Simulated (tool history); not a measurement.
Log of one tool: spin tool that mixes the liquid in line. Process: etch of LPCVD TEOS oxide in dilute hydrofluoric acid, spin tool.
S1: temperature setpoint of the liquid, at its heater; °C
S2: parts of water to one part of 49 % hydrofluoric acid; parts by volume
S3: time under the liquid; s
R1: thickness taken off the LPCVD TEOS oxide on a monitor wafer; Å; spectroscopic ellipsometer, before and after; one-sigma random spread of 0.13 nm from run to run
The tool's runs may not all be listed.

Run 1, hour 0.0: S1 21.0 °C, S2 265 parts by volume, S3 310 s. Result: R1 163.82 Å.
Run 2, hour 5.1: S1 17.5 °C, S2 265 parts by volume, S3 310 s. Result: R1 144.72 Å.
Run 3, hour 10.3: S1 17.5 °C, S2 355 parts by volume, S3 310 s. Result: R1 98.87 Å.
Run 4, hour 17.2: S1 21.0 °C, S2 315 parts by volume, S3 310 s. Result: R1 131.55 Å.
Run 5, hour 19.1: S1 21.0 °C, S2 315 parts by volume, S3 330 s. Result: R1 140.23 Å.
Run 6, hour 25.0: S1 21.0 °C, S2 315 parts by volume, S3 310 s. Result: R1 130.62 Å.
Run 7, hour 27.9: S1 23.5 °C, S2 285 parts by volume, S3 310 s. Result: R1 163.68 Å.
Run 8, hour 34.8: S1 25.0 °C, S2 270 parts by volume, S3 310 s. Result: R1 183.73 Å.
Run 9, hour 35.6: S1 26.5 °C, S2 260 parts by volume, S3 310 s. Result: R1 204.93 Å.
Run 10, hour 44.3: S1 26.5 °C, S2 260 parts by volume, S3 310 s. Result: R1 204.75 Å.
Run 11, hour 48.7: S1 27.5 °C, S2 255 parts by volume, S3 310 s. Result: R1 217.02 Å.
Run 12, hour 49.8: S1 28.0 °C, S2 250 parts by volume, S3 310 s. Result: R1 227.27 Å.

Run 13 comes next. What will it give?
Run 13, hour 57.2: S1 28.5 °C, S2 250 parts by volume, S3 310 s. Result: R1 ?.

Run 13 measured R1 230.89 Å.
